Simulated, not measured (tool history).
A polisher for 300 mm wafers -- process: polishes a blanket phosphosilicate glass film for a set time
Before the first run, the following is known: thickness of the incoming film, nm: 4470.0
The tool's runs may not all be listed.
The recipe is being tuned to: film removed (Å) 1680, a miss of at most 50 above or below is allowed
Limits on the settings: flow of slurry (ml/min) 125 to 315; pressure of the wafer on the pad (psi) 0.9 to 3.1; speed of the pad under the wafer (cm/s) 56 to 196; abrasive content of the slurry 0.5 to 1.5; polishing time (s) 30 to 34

run,hour,flow of slurry (ml/min),pressure of the wafer on the pad (psi),speed of the pad under the wafer (cm/s),abrasive content of the slurry,polishing time (s),film removed (Å)
1,0,205,2,126,1,34,2367.5
2,4.8,250,2,126,1,34,2398.4
3,11.9,250,1.8,126,1,34,2179.6
4,15.2,250,1.6,126,1,34,1990.1
5,23.1,250,1.2,126,1,34,1489.7
6,31.2,255,1.3,126,1,34,1623.6
7,33.3,260,1.3,126,1,34,1602
8,39.6,260,1.4,126,1,34,1736.1
9,43.8,250,1.3,126,1,34,1599.3
10,49.3,275,1.3,126,1,34,1627.7
11,55.7,285,1.4,126,1,34,1770.8
12,64,280,1.4,126,1,34,1745
13,72.8,265,1.3,126,1,34,1623.7
14,75.6,270,1.3,126,1,34,1584.9
15,82,270,1.4,126,1,34,1745.6
16,90.5,265,1.4,126,1,34,1733.6
17,93.1,260,1.4,126,1,34,1745.3

Which of these 5 next moves meets every target?
A,95.7,275,1.4,116,1.1,34,?
B,95.7,245,1.4,140,0.85,30,?
C,95.7,210,1.7,100,1.15,30,?
D,95.7,195,1.3,138,0.9,33,?
E,95.7,270,1.2,142,1.25,30,?

move,film removed (Å)
A,1682.8
B,1537.8
C,1568.9
D,1547
E,1571
A: each result inside its tolerance
B: takes the biggest miss from the last run beyond its target
C: takes the biggest miss from the last run beyond its target
D: takes the biggest miss from the last run beyond its target
E: takes the biggest miss from the last run beyond its target
A is the move that brings every result within its allowed miss.
